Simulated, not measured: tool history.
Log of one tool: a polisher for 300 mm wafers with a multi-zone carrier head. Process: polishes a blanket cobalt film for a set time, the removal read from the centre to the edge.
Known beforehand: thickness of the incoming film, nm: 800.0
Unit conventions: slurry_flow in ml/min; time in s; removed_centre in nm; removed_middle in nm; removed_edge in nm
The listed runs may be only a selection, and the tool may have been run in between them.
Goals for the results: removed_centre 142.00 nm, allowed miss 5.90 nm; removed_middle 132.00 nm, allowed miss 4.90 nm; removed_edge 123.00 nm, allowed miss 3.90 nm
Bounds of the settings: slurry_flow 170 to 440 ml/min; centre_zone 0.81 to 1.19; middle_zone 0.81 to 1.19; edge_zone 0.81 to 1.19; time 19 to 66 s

run	hour	slurry_flow	centre_zone	middle_zone	edge_zone	time	removed_centre	removed_middle	removed_edge
1	0.0	280	1.00	1.00	1.00	42	222.60	227.47	219.19
2	8.1	235	1.00	1.00	1.00	42	219.14	225.64	216.84
3	14.8	235	0.94	1.00	1.00	42	205.95	224.54	220.15
4	20.5	235	0.94	1.00	0.93	42	205.26	223.72	207.78
5	24.9	235	0.95	0.98	0.91	39	195.33	203.20	190.41
6	31.2	235	1.02	0.98	0.91	39	213.13	206.97	193.68
7	36.4	235	1.02	0.98	0.91	39	211.14	206.01	190.89
8	41.1	235	1.02	0.97	0.90	36	193.30	187.07	176.97

4 next moves are on the table. One of them brings every result within its allowed miss. Which?
A	45.8	255	0.97	0.86	0.96	28	?	?	?
B	45.8	175	1.12	0.86	0.95	47	?	?	?
C	45.8	170	0.97	1.19	0.85	25	?	?	?
D	45.8	270	1.05	0.95	0.86	25	?	?	?

move	removed_centre	removed_middle	removed_edge
A	144.69	132.71	143.41
B	262.25	209.42	228.97
C	120.15	145.84	114.73
D	141.11	129.58	122.21
A: closer than the last run, but not yet in spec
B: misses by more than the last run did
C: pushes the last run's worst result past its target
D: all results in spec
Go with D: it meets all targets.

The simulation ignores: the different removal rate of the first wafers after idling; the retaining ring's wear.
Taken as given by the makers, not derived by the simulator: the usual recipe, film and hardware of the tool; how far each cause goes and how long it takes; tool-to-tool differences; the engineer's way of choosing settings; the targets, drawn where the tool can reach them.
